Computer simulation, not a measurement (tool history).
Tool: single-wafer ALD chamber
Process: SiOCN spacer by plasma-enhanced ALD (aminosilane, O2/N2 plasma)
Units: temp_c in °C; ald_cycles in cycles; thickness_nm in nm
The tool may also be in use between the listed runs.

| run | day | temp_c | ald_cycles | thickness_nm |
|---|---|---|---|---|
| 1 | 0 | 390 | 57 | 3.4262 |
| 2 | 0.133 | 390 | 55 | 3.2947 |
| 3 | 0.275 | 381 | 55 | 3.2926 |
| 4 | 0.579 | 381 | 58 | 3.4772 |
|  | 0.662 | thermocouple changed; heater temperature recalibrated |
| 5 | 0.662 | 373 | 58 | 3.4707 |
| 6 | 0.954 | 384 | 58 | 3.4713 |
| 7 | 1.196 | 384 | 56 | 3.3363 |

Run 8 comes next. What will it give?
| 8 | 1.442 | 384 | 54 | ? |

{"run 8": {"thickness_nm": 3.2343}}

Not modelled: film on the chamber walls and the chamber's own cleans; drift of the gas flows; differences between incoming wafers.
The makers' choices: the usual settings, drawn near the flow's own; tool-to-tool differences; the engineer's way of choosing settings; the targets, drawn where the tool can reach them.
